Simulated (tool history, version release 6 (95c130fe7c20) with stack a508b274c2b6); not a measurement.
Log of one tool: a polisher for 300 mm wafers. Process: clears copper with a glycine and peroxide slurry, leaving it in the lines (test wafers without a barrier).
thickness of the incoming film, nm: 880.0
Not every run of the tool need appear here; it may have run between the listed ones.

run,hour,flow of slurry (ml/min),pressure of the wafer on the pad (kPa),speed of the pad under the wafer (m/s),overpolish time after the end point (s),time until the end point was called (s),dishing of a wide line in a test structure (angstrom)
1,0.0,225,22.8,1.18,19,142.04,435.41
2,2.4,225,26.2,1.18,19,125.05,456.77
3,7.6,270,26.2,1.18,19,119.52,459.88
4,12.6,290,22.8,1.34,16,121.38,430.13
5,15.6,305,20.0,1.46,14,128.27,409.04
6,17.8,355,20.0,1.46,14,126.58,428.13
7,19.9,305,18.6,1.56,12,129.57,376.75
8,28.2,265,18.6,1.64,11,126.54,373.73
9,29.5,235,18.6,1.70,10,120.25,363.69
10,30.1,235,18.6,1.70,10,122.02,365.56
11,35.3,300,12.4,1.86,6,156.77,219.75

Expected results for the next run?
12,39.8,305,13.8,1.86,6,?,?

time until the end point was called (s): 147.16
dishing of a wide line in a test structure (angstrom): 235.22
